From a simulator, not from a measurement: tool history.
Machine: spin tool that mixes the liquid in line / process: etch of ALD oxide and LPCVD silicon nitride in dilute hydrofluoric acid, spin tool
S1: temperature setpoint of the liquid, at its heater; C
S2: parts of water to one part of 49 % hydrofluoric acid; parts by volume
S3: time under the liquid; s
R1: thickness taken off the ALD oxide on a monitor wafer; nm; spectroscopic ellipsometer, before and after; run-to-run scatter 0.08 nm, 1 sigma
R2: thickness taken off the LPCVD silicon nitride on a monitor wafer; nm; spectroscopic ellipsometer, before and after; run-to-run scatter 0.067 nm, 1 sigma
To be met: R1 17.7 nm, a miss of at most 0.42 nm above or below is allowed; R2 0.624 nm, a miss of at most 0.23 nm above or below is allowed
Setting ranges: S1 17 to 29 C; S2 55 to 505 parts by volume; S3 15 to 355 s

{"run": 1, "hour": 0.0, "S1": 21, "S2": 280, "S3": 180, "R1": 7.2721, "R2": 0.27763}
{"run": 2, "hour": 8.3, "S1": 23, "S2": 240, "S3": 180, "R1": 9.48, "R2": 0.35679}
{"run": 3, "hour": 12.7, "S1": 23, "S2": 335, "S3": 180, "R1": 6.1582, "R2": 0.25299}
{"run": 4, "hour": 21.7, "S1": 26, "S2": 335, "S3": 180, "R1": 6.8675, "R2": 0.31823}
{"run": 5, "hour": 26.5, "S1": 26, "S2": 335, "S3": 155, "R1": 5.8688, "R2": 0.25286}
{"run": 6, "hour": 35.1, "S1": 26, "S2": 335, "S3": 110, "R1": 4.1781, "R2": 0.16805}
{"run": 7, "hour": 37.2, "S1": 26, "S2": 335, "S3": 110, "R1": 4.1932, "R2": 0.16141}
{"run": 8, "hour": 42.8, "S1": 29, "S2": 225, "S3": 125, "R1": 8.8177, "R2": 0.36873}
{"run": 9, "hour": 47.8, "S1": 29, "S2": 180, "S3": 125, "R1": 11.595, "R2": 0.54504}
{"run": 10, "hour": 53.6, "S1": 29, "S2": 155, "S3": 125, "R1": 13.906, "R2": 0.54367}
{"run": 11, "hour": 57.2, "S1": 29, "S2": 140, "S3": 125, "R1": 15.804, "R2": 0.61019}
{"run": 12, "hour": 64.0, "S1": 29, "S2": 135, "S3": 125, "R1": 16.271, "R2": 0.69809}
{"run": 13, "hour": 72.3, "S1": 29, "S2": 135, "S3": 125, "R1": 16.444, "R2": 0.65548}
{"run": 14, "hour": 73.9, "S1": 29, "S2": 130, "S3": 125, "R1": 17.205, "R2": 0.66823}
{"run": 15, "hour": 76.2, "S1": 28.5, "S2": 130, "S3": 125, "R1": 16.958, "R2": 0.47216}

Next run, 4 choices. One meets every target within its allowed miss, the rest don't. Which?
{"run": "A", "hour": 78.5, "S1": 28, "S2": 170, "S3": 185, "R1": "?", "R2": "?"}
{"run": "B", "hour": 78.5, "S1": 29, "S2": 135, "S3": 125, "R1": "?", "R2": "?"}
{"run": "C", "hour": 78.5, "S1": 27.5, "S2": 160, "S3": 160, "R1": "?", "R2": "?"}
{"run": "D", "hour": 78.5, "S1": 26.5, "S2": 150, "S3": 155, "R1": "?", "R2": "?"}

move=A R1=17.792 R2=0.56373
move=B R1=16.41 R2=0.51126
move=C R1=16.252 R2=0.5024
move=D R1=16.383 R2=0.48765
A: in spec on every target
B: moves away from the targets compared with the last run
C: moves away from the targets compared with the last run
D: moves away from the targets compared with the last run
So the answer is move A, the one that meets all the targets.

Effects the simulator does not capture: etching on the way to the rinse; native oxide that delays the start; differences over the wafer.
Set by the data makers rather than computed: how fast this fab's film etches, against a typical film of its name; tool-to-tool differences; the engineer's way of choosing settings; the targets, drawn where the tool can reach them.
